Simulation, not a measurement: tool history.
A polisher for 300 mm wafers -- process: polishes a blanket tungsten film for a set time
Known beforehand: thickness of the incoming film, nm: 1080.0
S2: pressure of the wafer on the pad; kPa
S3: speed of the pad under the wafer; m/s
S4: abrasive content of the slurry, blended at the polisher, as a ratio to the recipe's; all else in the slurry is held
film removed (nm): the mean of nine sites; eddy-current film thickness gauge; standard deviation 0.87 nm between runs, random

run 1 hour=0 | flow_of_slurry_(ml/min)=280 S2=17.9 S3=1.24 S4=1 polishing_time_(s)=33 | film_removed_(nm)=146.69
run 2 hour=3.5 | flow_of_slurry_(ml/min)=255 S2=17.9 S3=1.24 S4=1 polishing_time_(s)=33 | film_removed_(nm)=145
run 3 hour=11.9 | flow_of_slurry_(ml/min)=255 S2=16.5 S3=1.24 S4=1 polishing_time_(s)=33 | film_removed_(nm)=136.41
run 4 hour=13.3 | flow_of_slurry_(ml/min)=255 S2=15.2 S3=1.24 S4=1 polishing_time_(s)=33 | film_removed_(nm)=124.95
run 5 hour=21.6 | flow_of_slurry_(ml/min)=255 S2=15.2 S3=1.06 S4=1 polishing_time_(s)=33 | film_removed_(nm)=109.63
run 6 hour=24.1 | flow_of_slurry_(ml/min)=255 S2=15.2 S3=1.06 S4=1 polishing_time_(s)=33 | film_removed_(nm)=111.34
run 7 hour=32.6 | flow_of_slurry_(ml/min)=255 S2=14.5 S3=1.06 S4=1 polishing_time_(s)=33 | film_removed_(nm)=104.38

Run 8 comes next. What will it give?
run 8 hour=39.8 | flow_of_slurry_(ml/min)=255 S2=13.8 S3=1.06 S4=1 polishing_time_(s)=33 | film_removed_(nm)=?

film removed (nm): 100.65
